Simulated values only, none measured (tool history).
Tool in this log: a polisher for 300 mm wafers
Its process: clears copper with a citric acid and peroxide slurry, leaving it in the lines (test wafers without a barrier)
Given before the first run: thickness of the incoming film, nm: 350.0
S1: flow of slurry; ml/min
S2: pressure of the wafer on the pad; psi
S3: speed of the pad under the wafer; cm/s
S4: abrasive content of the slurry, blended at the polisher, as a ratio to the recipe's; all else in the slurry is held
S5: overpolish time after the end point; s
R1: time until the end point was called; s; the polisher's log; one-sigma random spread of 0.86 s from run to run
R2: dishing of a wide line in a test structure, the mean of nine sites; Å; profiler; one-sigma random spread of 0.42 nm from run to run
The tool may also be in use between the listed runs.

run 1 day=0.000 | S1=310 S2=3.0 S3=140 S4=1.00 S5=21 | R1=88.430 R2=279.67
run 2 day=0.338 | S1=310 S2=3.0 S3=162 S4=1.00 S5=21 | R1=77.863 R2=306.84
run 3 day=0.638 | S1=310 S2=3.0 S3=162 S4=1.20 S5=21 | R1=74.683 R2=312.04
run 4 day=1.004 | S1=325 S2=3.0 S3=158 S4=1.15 S5=19 | R1=77.012 R2=293.60
run 5 day=1.325 | S1=365 S2=3.0 S3=158 S4=1.15 S5=19 | R1=77.198 R2=291.37
run 6 day=1.700 | S1=380 S2=3.0 S3=156 S4=1.15 S5=17 | R1=77.230 R2=283.40
run 7 day=1.858 | S1=290 S2=2.8 S3=170 S4=1.10 S5=7 | R1=77.277 R2=169.63

Run 8 is up next; what results do you expect?
run 8 day=1.954 | S1=345 S2=2.7 S3=168 S4=1.15 S5=12 | R1=? R2=?

{"run 8": {"R1": 79.455, "R2": 235.45}}

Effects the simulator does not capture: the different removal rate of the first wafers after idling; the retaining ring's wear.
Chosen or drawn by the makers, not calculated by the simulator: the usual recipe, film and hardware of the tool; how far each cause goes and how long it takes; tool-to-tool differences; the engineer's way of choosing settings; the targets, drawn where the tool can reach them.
